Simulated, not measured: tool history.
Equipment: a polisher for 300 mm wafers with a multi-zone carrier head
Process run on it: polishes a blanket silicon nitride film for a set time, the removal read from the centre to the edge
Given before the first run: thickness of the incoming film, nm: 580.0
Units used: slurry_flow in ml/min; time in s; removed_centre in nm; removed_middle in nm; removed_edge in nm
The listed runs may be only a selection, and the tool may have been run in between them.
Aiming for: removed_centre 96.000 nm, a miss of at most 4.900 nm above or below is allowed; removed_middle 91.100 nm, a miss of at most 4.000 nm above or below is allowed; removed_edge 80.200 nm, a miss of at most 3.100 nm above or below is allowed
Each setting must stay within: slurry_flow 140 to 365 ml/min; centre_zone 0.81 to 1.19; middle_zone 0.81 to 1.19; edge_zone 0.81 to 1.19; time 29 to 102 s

run	hour	slurry_flow	centre_zone	middle_zone	edge_zone	time	removed_centre	removed_middle	removed_edge
1	0.0	235	1.00	1.00	1.00	65	132.060	131.970	130.590
2	2.9	235	1.00	1.00	1.08	65	129.070	133.000	134.770
3	7.9	235	1.05	1.00	1.08	65	136.120	133.220	135.360
4	13.8	185	1.05	1.00	1.08	65	132.280	126.210	133.350
5	14.5	185	1.05	1.00	1.12	65	130.420	126.330	134.170
6	20.1	205	1.07	1.03	1.08	57	121.460	116.710	116.140
7	26.9	210	1.07	1.04	1.05	52	110.580	106.600	105.860
8	31.2	215	1.08	1.06	1.02	49	103.710	103.380	100.580
9	38.5	230	1.11	1.07	0.98	46	101.280	98.342	91.433

Pick the move, out of 4, that brings all results within their allowed miss; only one does.
A	45.8	310	1.16	1.19	0.83	37	?	?	?
B	45.8	260	1.02	1.16	0.99	42	?	?	?
C	45.8	160	1.07	0.93	0.97	56	?	?	?
D	45.8	240	1.13	1.06	0.81	42	?	?	?

move	removed_centre	removed_middle	removed_edge
A	89.378	87.605	73.303
B	87.225	95.467	86.915
C	111.460	97.423	108.810
D	95.549	87.438	80.887
A: takes the result that was furthest off past its target
B: gains on the last run, yet a result remains outside its allowed miss
C: the biggest miss grows against the last run
D: meets every target
Answer: D
